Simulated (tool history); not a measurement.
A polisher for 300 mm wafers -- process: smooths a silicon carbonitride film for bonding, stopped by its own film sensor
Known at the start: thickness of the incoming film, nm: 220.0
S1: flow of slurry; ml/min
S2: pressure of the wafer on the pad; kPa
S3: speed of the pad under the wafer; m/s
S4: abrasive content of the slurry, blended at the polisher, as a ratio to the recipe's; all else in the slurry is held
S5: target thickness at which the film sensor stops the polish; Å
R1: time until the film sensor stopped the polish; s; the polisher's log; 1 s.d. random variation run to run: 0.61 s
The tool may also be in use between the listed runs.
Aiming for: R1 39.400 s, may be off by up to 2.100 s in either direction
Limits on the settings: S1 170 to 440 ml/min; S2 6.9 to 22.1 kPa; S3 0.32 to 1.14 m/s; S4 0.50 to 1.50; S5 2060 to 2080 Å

| run | hour | S1 | S2 | S3 | S4 | S5 | R1 |
|---|---|---|---|---|---|---|---|
| 1 | 0.0 | 280 | 14.5 | 0.72 | 1.00 | 2060 | 67.183 |
| 2 | 5.3 | 220 | 14.5 | 0.72 | 1.00 | 2060 | 68.010 |
| 3 | 7.0 | 220 | 15.9 | 0.74 | 1.00 | 2060 | 62.395 |
| 4 | 13.9 | 220 | 15.9 | 0.90 | 1.00 | 2060 | 52.951 |
| 5 | 15.1 | 220 | 16.5 | 0.90 | 1.00 | 2060 | 51.722 |
| 6 | 18.6 | 220 | 17.2 | 0.90 | 1.00 | 2060 | 49.351 |
| 7 | 27.6 | 220 | 17.9 | 0.90 | 1.00 | 2060 | 47.211 |
| 8 | 33.7 | 220 | 20.7 | 0.92 | 1.00 | 2060 | 42.844 |

4 candidate next runs follow, results not yet known. Just one meets every target within its allowed miss. Identify it.
| A | 39.8 | 270 | 18.6 | 0.78 | 1.15 | 2060 | ? |
| B | 39.8 | 240 | 22.1 | 0.84 | 1.00 | 2070 | ? |
| C | 39.8 | 235 | 20.7 | 0.82 | 1.25 | 2060 | ? |
| D | 39.8 | 270 | 21.4 | 0.82 | 0.85 | 2070 | ? |

| move | R1 |
|---|---|
| A | 50.363 |
| B | 40.361 |
| C | 43.453 |
| D | 44.436 |
A: the biggest miss grows against the last run
B: in spec on every target
C: the biggest miss grows against the last run
D: the biggest miss grows against the last run
The right move is B.
